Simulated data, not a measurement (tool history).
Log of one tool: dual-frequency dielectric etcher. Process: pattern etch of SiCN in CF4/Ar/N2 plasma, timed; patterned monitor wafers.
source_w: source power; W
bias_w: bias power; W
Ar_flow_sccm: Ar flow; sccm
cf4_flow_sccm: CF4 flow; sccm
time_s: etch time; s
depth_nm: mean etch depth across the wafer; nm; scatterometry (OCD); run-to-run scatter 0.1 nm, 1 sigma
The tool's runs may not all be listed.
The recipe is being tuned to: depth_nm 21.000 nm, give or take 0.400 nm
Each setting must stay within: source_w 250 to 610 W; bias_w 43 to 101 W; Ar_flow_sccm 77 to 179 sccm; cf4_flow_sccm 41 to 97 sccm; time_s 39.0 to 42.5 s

run 1 hour=0.0 | source_w=430 bias_w=72 Ar_flow_sccm=128 cf4_flow_sccm=69 time_s=42.5 | depth_nm=36.762
run 2 hour=4.0 | source_w=400 bias_w=67 Ar_flow_sccm=133 cf4_flow_sccm=67 time_s=42.5 | depth_nm=32.655
run 3 hour=6.0 | source_w=370 bias_w=64 Ar_flow_sccm=134 cf4_flow_sccm=67 time_s=42.5 | depth_nm=29.621
run 4 hour=11.2 | source_w=370 bias_w=64 Ar_flow_sccm=134 cf4_flow_sccm=56 time_s=42.5 | depth_nm=28.468
run 5 hour=20.2 | source_w=370 bias_w=64 Ar_flow_sccm=134 cf4_flow_sccm=56 time_s=42.5 | depth_nm=28.461
run 6 hour=24.6 | source_w=370 bias_w=64 Ar_flow_sccm=154 cf4_flow_sccm=56 time_s=42.5 | depth_nm=28.148
run 7 hour=27.8 | source_w=350 bias_w=63 Ar_flow_sccm=154 cf4_flow_sccm=56 time_s=42.5 | depth_nm=26.259
run 8 hour=36.7 | source_w=260 bias_w=62 Ar_flow_sccm=154 cf4_flow_sccm=56 time_s=42.5 | depth_nm=18.479
run 9 hour=45.5 | source_w=270 bias_w=62 Ar_flow_sccm=154 cf4_flow_sccm=56 time_s=42.5 | depth_nm=19.250
run 10 hour=49.8 | source_w=280 bias_w=62 Ar_flow_sccm=154 cf4_flow_sccm=56 time_s=42.5 | depth_nm=20.172

Which single option among these 4 for the next run brings every result within its allowed miss of target? Just one does.
run A hour=54.1 | source_w=270 bias_w=64 Ar_flow_sccm=157 cf4_flow_sccm=66 time_s=42.5 | depth_nm=?
run B hour=54.1 | source_w=290 bias_w=59 Ar_flow_sccm=155 cf4_flow_sccm=46 time_s=42.5 | depth_nm=?
run C hour=54.1 | source_w=280 bias_w=65 Ar_flow_sccm=153 cf4_flow_sccm=56 time_s=41.5 | depth_nm=?
run D hour=54.1 | source_w=280 bias_w=68 Ar_flow_sccm=149 cf4_flow_sccm=61 time_s=42.0 | depth_nm=?

move=A depth_nm=20.146
move=B depth_nm=19.907
move=C depth_nm=20.170
move=D depth_nm=21.180
A: just as far off the targets as the last run
B: misses by more than the last run did
C: just as far off the targets as the last run
D: all results in spec
Move D is the one to make.
